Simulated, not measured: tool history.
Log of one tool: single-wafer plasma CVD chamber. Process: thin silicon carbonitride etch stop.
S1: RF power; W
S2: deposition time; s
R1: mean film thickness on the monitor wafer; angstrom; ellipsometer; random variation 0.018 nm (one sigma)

run 1 hour=0.0 | S1=210 S2=12.5 | R1=75.227
run 2 hour=4.8 | S1=210 S2=13.8 | R1=82.447
run 3 hour=9.0 | S1=210 S2=12.4 | R1=74.596
run 4 hour=17.4 | S1=210 S2=10.7 | R1=64.342
run 5 hour=23.0 | S1=205 S2=10.6 | R1=63.367
run 6 hour=25.9 | S1=205 S2=12.3 | R1=73.044
-- hour=34.4 thermocouple changed; heater temperature recalibrated
run 7 hour=34.4 | S1=200 S2=12.1 | R1=71.880
run 8 hour=43.3 | S1=200 S2=12.1 | R1=71.509
run 9 hour=48.5 | S1=195 S2=11.9 | R1=69.616

Run 10 comes next. What will it give?
run 10 hour=52.1 | S1=190 S2=11.7 | R1=?

Run 10 gave R1 67.807 angstrom.
